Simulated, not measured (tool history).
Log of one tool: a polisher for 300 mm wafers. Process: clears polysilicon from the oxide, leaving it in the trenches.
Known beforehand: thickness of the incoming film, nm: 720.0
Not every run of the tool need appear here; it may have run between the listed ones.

run	hour	flow of slurry (ml/min)	pressure of the wafer on the pad (psi)	speed of the pad under the wafer (cm/s)	overpolish time after the end point (s)	time until the end point was called (s)	dishing of a wide line in a test structure (Å)
1	0	200	2.4	82	15	61.407	701.49
2	8.5	200	2	82	15	70.6	671.11
3	16.5	200	2	82	19	71.638	722.56
4	18.9	160	2	82	19	73.758	721.7
5	24.6	160	1.9	82	18	76.349	697.18
6	30.9	160	1.8	82	17	78.943	684.8
7	33.8	160	1.7	82	16	82.105	652.6
8	37.8	160	1.6	82	16	86.66	632.73

What does the tool deliver on the next run?
9	39.9	160	1.5	82	15	?	?

time until the end point was called (s): 89.232
dishing of a wide line in a test structure (Å): 609.15
